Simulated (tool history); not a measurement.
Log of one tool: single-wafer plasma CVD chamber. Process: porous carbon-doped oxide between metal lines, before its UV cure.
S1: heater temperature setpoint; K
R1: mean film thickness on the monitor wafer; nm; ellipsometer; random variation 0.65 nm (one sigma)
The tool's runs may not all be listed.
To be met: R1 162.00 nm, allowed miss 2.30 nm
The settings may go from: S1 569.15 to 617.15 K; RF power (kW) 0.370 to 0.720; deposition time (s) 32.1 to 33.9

run 1 hour=0.0 | S1=593.15 RF_power_(kW)=0.545 deposition_time_(s)=33.9 | R1=178.26
run 2 hour=5.1 | S1=593.15 RF_power_(kW)=0.615 deposition_time_(s)=33.9 | R1=193.80
run 3 hour=12.3 | S1=596.15 RF_power_(kW)=0.605 deposition_time_(s)=33.9 | R1=187.76
run 4 hour=16.7 | S1=596.15 RF_power_(kW)=0.605 deposition_time_(s)=33.9 | R1=188.97
run 5 hour=20.1 | S1=596.15 RF_power_(kW)=0.605 deposition_time_(s)=33.9 | R1=188.64
run 6 hour=20.7 | S1=599.15 RF_power_(kW)=0.595 deposition_time_(s)=33.9 | R1=182.76
run 7 hour=25.6 | S1=602.15 RF_power_(kW)=0.590 deposition_time_(s)=33.9 | R1=179.66
run 8 hour=33.9 | S1=604.15 RF_power_(kW)=0.585 deposition_time_(s)=33.9 | R1=176.61
run 9 hour=39.7 | S1=606.15 RF_power_(kW)=0.580 deposition_time_(s)=33.9 | R1=173.45
run 10 hour=44.4 | S1=608.15 RF_power_(kW)=0.580 deposition_time_(s)=33.9 | R1=172.47
run 11 hour=49.2 | S1=609.15 RF_power_(kW)=0.575 deposition_time_(s)=33.9 | R1=170.92
run 12 hour=51.3 | S1=617.15 RF_power_(kW)=0.555 deposition_time_(s)=33.8 | R1=159.38

Which of these 5 next moves meets every target?
run A hour=53.4 | S1=611.15 RF_power_(kW)=0.545 deposition_time_(s)=32.5 | R1=?
run B hour=53.4 | S1=617.15 RF_power_(kW)=0.535 deposition_time_(s)=33.9 | R1=?
run C hour=53.4 | S1=610.15 RF_power_(kW)=0.540 deposition_time_(s)=33.9 | R1=?
run D hour=53.4 | S1=617.15 RF_power_(kW)=0.555 deposition_time_(s)=33.2 | R1=?
run E hour=53.4 | S1=617.15 RF_power_(kW)=0.570 deposition_time_(s)=32.8 | R1=?

move=A R1=154.92
move=B R1=154.49
move=C R1=161.10
move=D R1=155.60
move=E R1=156.82
A: further off than the last run
B: further off than the last run
C: meets every target
D: further off than the last run
E: further off than the last run
Move C is the one to make.
